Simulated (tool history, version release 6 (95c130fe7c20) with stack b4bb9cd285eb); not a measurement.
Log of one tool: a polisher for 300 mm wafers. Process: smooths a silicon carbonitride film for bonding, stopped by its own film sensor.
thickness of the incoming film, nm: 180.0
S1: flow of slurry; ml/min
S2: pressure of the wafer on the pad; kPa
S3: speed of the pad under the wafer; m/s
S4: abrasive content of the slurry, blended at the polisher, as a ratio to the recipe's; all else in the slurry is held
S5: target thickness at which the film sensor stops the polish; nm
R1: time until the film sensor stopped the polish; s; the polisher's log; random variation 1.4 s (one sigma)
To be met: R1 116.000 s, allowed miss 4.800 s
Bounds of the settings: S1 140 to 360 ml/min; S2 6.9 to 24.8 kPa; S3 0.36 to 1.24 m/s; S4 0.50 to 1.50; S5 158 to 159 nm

Run 1, hour 0.0: S1 230 ml/min, S2 15.9 kPa, S3 0.80 m/s, S4 1.00, S5 159 nm. Result: R1 84.533 s.
Run 2, hour 4.0: S1 230 ml/min, S2 14.5 kPa, S3 0.80 m/s, S4 1.00, S5 159 nm. Result: R1 94.895 s.
Run 3, hour 11.9: S1 230 ml/min, S2 14.5 kPa, S3 1.00 m/s, S4 1.00, S5 159 nm. Result: R1 79.458 s.
Run 4, hour 14.3: S1 230 ml/min, S2 13.1 kPa, S3 1.00 m/s, S4 1.00, S5 159 nm. Result: R1 87.593 s.
Run 5, hour 22.1: S1 230 ml/min, S2 13.1 kPa, S3 1.00 m/s, S4 1.00, S5 158 nm. Result: R1 89.854 s.
Run 6, hour 23.1: S1 230 ml/min, S2 12.4 kPa, S3 1.00 m/s, S4 1.00, S5 158 nm. Result: R1 94.081 s.
Run 7, hour 25.2: S1 230 ml/min, S2 11.7 kPa, S3 1.00 m/s, S4 1.00, S5 158 nm. Result: R1 100.630 s.
Run 8, hour 26.1: S1 230 ml/min, S2 11.0 kPa, S3 1.00 m/s, S4 1.00, S5 158 nm. Result: R1 108.200 s.

Which of these 4 next moves meets every target?
Run A, hour 27.0: S1 175 ml/min, S2 9.0 kPa, S3 1.02 m/s, S4 1.25, S5 158 nm. Result: R1 ?.
Run B, hour 27.0: S1 225 ml/min, S2 11.7 kPa, S3 1.00 m/s, S4 0.95, S5 158 nm. Result: R1 ?.
Run C, hour 27.0: S1 290 ml/min, S2 8.3 kPa, S3 0.92 m/s, S4 1.40, S5 158 nm. Result: R1 ?.
Run D, hour 27.0: S1 230 ml/min, S2 10.3 kPa, S3 0.96 m/s, S4 1.00, S5 158 nm. Result: R1 ?.

move       R1
   A  123.910
   B  103.020
   C  130.480
   D  117.160
A: takes the result that was furthest off past its target
B: further off than the last run
C: takes the result that was furthest off past its target
D: meets every target
The right move is D.
